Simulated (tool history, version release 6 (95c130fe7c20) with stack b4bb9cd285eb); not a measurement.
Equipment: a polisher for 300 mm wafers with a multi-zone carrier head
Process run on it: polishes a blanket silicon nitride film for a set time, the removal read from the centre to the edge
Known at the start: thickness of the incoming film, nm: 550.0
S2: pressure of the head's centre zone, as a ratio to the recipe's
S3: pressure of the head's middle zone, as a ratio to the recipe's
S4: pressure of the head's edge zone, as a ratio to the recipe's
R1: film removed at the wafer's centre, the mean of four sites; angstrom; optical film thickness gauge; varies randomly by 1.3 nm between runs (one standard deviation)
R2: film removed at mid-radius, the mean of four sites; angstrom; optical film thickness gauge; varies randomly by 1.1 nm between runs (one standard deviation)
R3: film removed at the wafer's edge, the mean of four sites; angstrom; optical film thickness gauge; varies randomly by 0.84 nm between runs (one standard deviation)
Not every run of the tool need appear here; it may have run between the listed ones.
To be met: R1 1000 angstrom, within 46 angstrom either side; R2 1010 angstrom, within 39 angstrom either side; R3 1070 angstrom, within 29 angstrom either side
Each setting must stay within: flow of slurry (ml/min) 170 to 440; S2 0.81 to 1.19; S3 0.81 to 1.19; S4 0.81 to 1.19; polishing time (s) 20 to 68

Run 1, hour 0: flow of slurry (ml/min) 280, S2 1, S3 1, S4 1, polishing time (s) 44. Result: R1 835.84 angstrom, R2 834.98 angstrom, R3 831.1 angstrom.
Run 2, hour 1.7: flow of slurry (ml/min) 280, S2 1, S3 1, S4 1.02, polishing time (s) 45. Result: R1 848.88 angstrom, R2 843.99 angstrom, R3 867.16 angstrom.
Run 3, hour 4.2: flow of slurry (ml/min) 280, S2 1.07, S3 1, S4 1.02, polishing time (s) 45. Result: R1 897.8 angstrom, R2 835.45 angstrom, R3 858.35 angstrom.
Run 4, hour 6.3: flow of slurry (ml/min) 285, S2 1.07, S3 1.01, S4 1.04, polishing time (s) 46. Result: R1 918.67 angstrom, R2 862.98 angstrom, R3 883.23 angstrom.
Run 5, hour 9.7: flow of slurry (ml/min) 285, S2 1.07, S3 1.01, S4 1.05, polishing time (s) 47. Result: R1 937.08 angstrom, R2 876.29 angstrom, R3 918.25 angstrom.
Run 6, hour 12.5: flow of slurry (ml/min) 285, S2 1.1, S3 1.01, S4 1.05, polishing time (s) 47. Result: R1 981.35 angstrom, R2 867.79 angstrom, R3 899.05 angstrom.
Run 7, hour 13.1: flow of slurry (ml/min) 290, S2 1.09, S3 1.02, S4 1.06, polishing time (s) 47. Result: R1 979.98 angstrom, R2 897.39 angstrom, R3 897.42 angstrom.
Run 8, hour 17.8: flow of slurry (ml/min) 290, S2 1.08, S3 1.02, S4 1.07, polishing time (s) 48. Result: R1 984.45 angstrom, R2 912.51 angstrom, R3 917.58 angstrom.
Run 9, hour 18.6: flow of slurry (ml/min) 290, S2 1.07, S3 1.01, S4 1.07, polishing time (s) 49. Result: R1 999.28 angstrom, R2 925.8 angstrom, R3 939.96 angstrom.
Run 10, hour 20.7: flow of slurry (ml/min) 290, S2 1.07, S3 1.01, S4 1.07, polishing time (s) 49. Result: R1 1008.1 angstrom, R2 928.67 angstrom, R3 949.02 angstrom.

Below are 4 possible settings for the next run. Only one of them brings all results inside the allowed miss of their targets. Which is it?
Run A, hour 22.8: flow of slurry (ml/min) 290, S2 1, S3 0.93, S4 1.11, polishing time (s) 52. Result: R1 ?, R2 ?, R3 ?.
Run B, hour 22.8: flow of slurry (ml/min) 295, S2 0.96, S3 0.96, S4 1.08, polishing time (s) 55. Result: R1 ?, R2 ?, R3 ?.
Run C, hour 22.8: flow of slurry (ml/min) 300, S2 0.9, S3 1.03, S4 1.05, polishing time (s) 58. Result: R1 ?, R2 ?, R3 ?.
Run D, hour 22.8: flow of slurry (ml/min) 260, S2 0.96, S3 0.99, S4 1.07, polishing time (s) 60. Result: R1 ?, R2 ?, R3 ?.

move      R1      R2      R3
   A  966.21  923.74  1022.2
   B  982.95  1001.5  1069.6
   C  973.59  1113.6  1115.2
   D  1055.3  1100.7    1149
A: better than the last run, though not everything is in spec
B: all results in spec
C: the result that was furthest off in the last run now lies on the other side of its target
D: the result that was furthest off in the last run now lies on the other side of its target
The right move is B.

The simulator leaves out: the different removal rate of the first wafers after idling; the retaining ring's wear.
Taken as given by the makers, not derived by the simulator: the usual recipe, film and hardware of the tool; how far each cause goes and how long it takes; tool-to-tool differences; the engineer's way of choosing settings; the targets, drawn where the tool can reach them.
